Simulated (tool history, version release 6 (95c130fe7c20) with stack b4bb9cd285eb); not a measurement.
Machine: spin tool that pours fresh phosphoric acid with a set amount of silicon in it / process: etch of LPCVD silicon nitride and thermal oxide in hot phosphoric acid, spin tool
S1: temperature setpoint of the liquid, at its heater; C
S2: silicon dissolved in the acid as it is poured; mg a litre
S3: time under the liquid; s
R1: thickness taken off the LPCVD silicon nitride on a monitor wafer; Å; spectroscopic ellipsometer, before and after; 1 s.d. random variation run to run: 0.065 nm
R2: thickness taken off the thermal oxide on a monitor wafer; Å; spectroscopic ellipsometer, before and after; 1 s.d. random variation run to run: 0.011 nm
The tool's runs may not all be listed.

{"run": 1, "day": 0.0, "S1": 160, "S2": 17, "S3": 180, "R1": 157.22, "R2": 3.5419}
{"run": 2, "day": 0.175, "S1": 159.5, "S2": 16, "S3": 145, "R1": 123.74, "R2": 2.4023}
{"run": 3, "day": 0.512, "S1": 159.5, "S2": 12, "S3": 125, "R1": 106.16, "R2": 2.2901}
{"run": 4, "day": 0.871, "S1": 159.5, "S2": 6, "S3": 125, "R1": 106.06, "R2": 2.9888}
{"run": 5, "day": 1.25, "S1": 159, "S2": 6, "S3": 110, "R1": 92.931, "R2": 2.1582}
{"run": 6, "day": 1.362, "S1": 158.5, "S2": 4.5, "S3": 100, "R1": 82.285, "R2": 1.9961}
{"run": 7, "day": 1.442, "S1": 158, "S2": 4, "S3": 100, "R1": 80.685, "R2": 2.1106}
{"run": 8, "day": 1.683, "S1": 157.5, "S2": 5, "S3": 100, "R1": 80.548, "R2": 2.1318}
{"run": 9, "day": 1.825, "S1": 157.5, "S2": 6, "S3": 95, "R1": 75.574, "R2": 1.8689}
{"run": 10, "day": 2.046, "S1": 157.5, "S2": 7, "S3": 95, "R1": 74.145, "R2": 2.0623}
{"run": 11, "day": 2.3, "S1": 157.5, "S2": 11, "S3": 95, "R1": 76.249, "R2": 1.7762}
{"run": 12, "day": 2.662, "S1": 157.5, "S2": 11.5, "S3": 95, "R1": 75.468, "R2": 1.5702}

What does the tool deliver on the next run?
{"run": 13, "day": 2.954, "S1": 157.5, "S2": 11, "S3": 95, "R1": "?", "R2": "?"}

Run 13 yielded R1 77.188 Å, R2 1.5721 Å.

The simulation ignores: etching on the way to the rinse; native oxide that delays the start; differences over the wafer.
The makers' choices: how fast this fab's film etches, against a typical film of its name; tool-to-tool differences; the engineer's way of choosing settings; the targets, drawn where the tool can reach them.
